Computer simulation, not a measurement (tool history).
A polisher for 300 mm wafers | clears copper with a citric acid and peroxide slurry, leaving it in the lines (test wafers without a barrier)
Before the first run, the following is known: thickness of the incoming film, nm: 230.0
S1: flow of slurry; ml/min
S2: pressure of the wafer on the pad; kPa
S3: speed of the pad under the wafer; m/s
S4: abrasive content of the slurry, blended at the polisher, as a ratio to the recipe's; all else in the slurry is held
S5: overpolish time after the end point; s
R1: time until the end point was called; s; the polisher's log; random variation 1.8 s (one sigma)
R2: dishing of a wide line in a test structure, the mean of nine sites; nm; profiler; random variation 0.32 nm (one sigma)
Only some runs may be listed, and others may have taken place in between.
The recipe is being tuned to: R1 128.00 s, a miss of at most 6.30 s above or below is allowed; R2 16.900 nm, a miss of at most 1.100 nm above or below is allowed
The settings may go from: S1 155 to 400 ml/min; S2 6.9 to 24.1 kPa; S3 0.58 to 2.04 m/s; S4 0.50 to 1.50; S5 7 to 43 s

run  hour   S1    S2    S3    S4  S5      R1      R2
  1   0.0  255  15.2  1.30  1.00  22  124.77  29.202
  2   4.3  255  15.2  1.62  1.00  22  101.82  34.669
  3   8.6  255  15.2  1.62  1.00  27  101.20  39.339
  4  12.9  255  15.2  1.62  0.90  27  106.88  39.229
  5  13.7  260  13.8  1.62  0.95  22  111.34  31.872
  6  18.0  260  13.1  1.62  1.00  18  115.70  26.133
  7  19.2  265  12.4  1.62  1.00  16  117.98  21.961
  8  25.6  265  11.7  1.62  1.00  15  122.88  20.604

4 candidate next runs follow, results not yet known. Just one meets every target within its allowed miss. Identify it.
  A  32.0  260   9.7  1.96  0.90  14   ?   ?
  B  32.0  350  11.7  1.60  0.90  12   ?   ?
  C  32.0  230   9.7  1.72  1.05  23   ?   ?
  D  32.0  260  12.4  1.56  1.05  18   ?   ?

move      R1      R2
   A  126.65  19.561
   B  129.49  16.834
   C  138.77  27.694
   D  124.92  24.963
A: closes in on the targets versus the last run, not all within tolerance yet
B: all results land within tolerance of their targets
C: moves away from the targets compared with the last run
D: moves away from the targets compared with the last run
Go with B: it meets all targets.
